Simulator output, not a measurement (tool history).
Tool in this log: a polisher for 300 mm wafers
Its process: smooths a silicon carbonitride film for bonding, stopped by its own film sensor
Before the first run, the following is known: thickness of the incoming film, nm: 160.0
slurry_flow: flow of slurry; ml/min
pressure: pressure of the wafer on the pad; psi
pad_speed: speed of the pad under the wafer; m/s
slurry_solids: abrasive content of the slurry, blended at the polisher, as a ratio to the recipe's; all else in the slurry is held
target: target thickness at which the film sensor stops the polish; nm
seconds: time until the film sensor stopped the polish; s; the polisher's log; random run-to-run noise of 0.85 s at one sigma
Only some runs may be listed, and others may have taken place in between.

{"run": 1, "hour": 0.0, "slurry_flow": 285, "pressure": 2.8, "pad_speed": 0.94, "slurry_solids": 1.0, "target": 123, "seconds": 143.09}
{"run": 2, "hour": 7.5, "slurry_flow": 285, "pressure": 2.4, "pad_speed": 0.94, "slurry_solids": 1.0, "target": 123, "seconds": 166.65}
{"run": 3, "hour": 11.1, "slurry_flow": 285, "pressure": 3.0, "pad_speed": 0.94, "slurry_solids": 1.0, "target": 123, "seconds": 133.6}
{"run": 4, "hour": 18.4, "slurry_flow": 285, "pressure": 3.3, "pad_speed": 0.94, "slurry_solids": 1.0, "target": 123, "seconds": 124.1}
{"run": 5, "hour": 23.1, "slurry_flow": 285, "pressure": 3.3, "pad_speed": 0.94, "slurry_solids": 0.8, "target": 123, "seconds": 136.52}
{"run": 6, "hour": 29.7, "slurry_flow": 285, "pressure": 3.3, "pad_speed": 0.84, "slurry_solids": 0.8, "target": 123, "seconds": 143.67}
{"run": 7, "hour": 37.8, "slurry_flow": 285, "pressure": 3.6, "pad_speed": 0.86, "slurry_solids": 0.8, "target": 123, "seconds": 129.38}

Forecast run 8:
{"run": 8, "hour": 41.6, "slurry_flow": 290, "pressure": 4.4, "pad_speed": 0.92, "slurry_solids": 0.8, "target": 123, "seconds": "?"}

Run 8 measured seconds 101.57 s.

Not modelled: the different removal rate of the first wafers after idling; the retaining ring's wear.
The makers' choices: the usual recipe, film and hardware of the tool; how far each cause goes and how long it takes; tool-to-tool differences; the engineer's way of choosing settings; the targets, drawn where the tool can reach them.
